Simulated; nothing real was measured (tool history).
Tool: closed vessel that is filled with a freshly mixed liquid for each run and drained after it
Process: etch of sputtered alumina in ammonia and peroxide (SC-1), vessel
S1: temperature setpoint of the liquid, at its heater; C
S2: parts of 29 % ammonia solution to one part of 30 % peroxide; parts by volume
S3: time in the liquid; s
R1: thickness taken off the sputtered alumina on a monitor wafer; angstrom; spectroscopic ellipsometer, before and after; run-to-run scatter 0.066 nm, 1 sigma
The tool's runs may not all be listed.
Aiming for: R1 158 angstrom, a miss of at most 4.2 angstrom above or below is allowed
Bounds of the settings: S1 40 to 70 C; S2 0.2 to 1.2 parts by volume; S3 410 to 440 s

Run 1, hour 0: S1 56 C, S2 0.7 parts by volume, S3 410 s. Result: R1 293.66 angstrom.
Run 2, hour 4.5: S1 52.5 C, S2 0.7 parts by volume, S3 410 s. Result: R1 243.43 angstrom.
Run 3, hour 5.2: S1 50 C, S2 0.7 parts by volume, S3 410 s. Result: R1 212.79 angstrom.
Run 4, hour 6.7: S1 55.5 C, S2 0.7 parts by volume, S3 410 s. Result: R1 284.11 angstrom.
Run 5, hour 9.7: S1 53 C, S2 0.7 parts by volume, S3 410 s. Result: R1 249.56 angstrom.
Run 6, hour 14.2: S1 53 C, S2 0.7 parts by volume, S3 440 s. Result: R1 270.53 angstrom.
Run 7, hour 22.9: S1 50 C, S2 0.7 parts by volume, S3 440 s. Result: R1 227.72 angstrom.
Run 8, hour 31.8: S1 48 C, S2 0.7 parts by volume, S3 440 s. Result: R1 204.13 angstrom.
Run 9, hour 32.6: S1 46.5 C, S2 0.7 parts by volume, S3 440 s. Result: R1 188.63 angstrom.
Run 10, hour 36.5: S1 45.5 C, S2 0.7 parts by volume, S3 440 s. Result: R1 177.2 angstrom.
Run 11, hour 38.8: S1 45 C, S2 0.7 parts by volume, S3 440 s. Result: R1 171.01 angstrom.
Run 12, hour 45.7: S1 43 C, S2 0.7 parts by volume, S3 440 s. Result: R1 154.18 angstrom.

Below are 5 possible settings for the next run. Only one of them brings all results inside the allowed miss of their targets. Which is it?
Run A, hour 52.6: S1 44 C, S2 0.65 parts by volume, S3 435 s. Result: R1 ?.
Run B, hour 52.6: S1 42.5 C, S2 0.75 parts by volume, S3 440 s. Result: R1 ?.
Run C, hour 52.6: S1 44 C, S2 0.55 parts by volume, S3 410 s. Result: R1 ?.
Run D, hour 52.6: S1 42.5 C, S2 0.65 parts by volume, S3 440 s. Result: R1 ?.
Run E, hour 52.6: S1 42.5 C, S2 0.7 parts by volume, S3 440 s. Result: R1 ?.

move      R1
   A  158.96
   B   149.5
   C  147.46
   D  147.47
   E  148.52
A: every result within its allowed miss
B: the biggest miss grows against the last run
C: the biggest miss grows against the last run
D: the biggest miss grows against the last run
E: the biggest miss grows against the last run
A meets every target.

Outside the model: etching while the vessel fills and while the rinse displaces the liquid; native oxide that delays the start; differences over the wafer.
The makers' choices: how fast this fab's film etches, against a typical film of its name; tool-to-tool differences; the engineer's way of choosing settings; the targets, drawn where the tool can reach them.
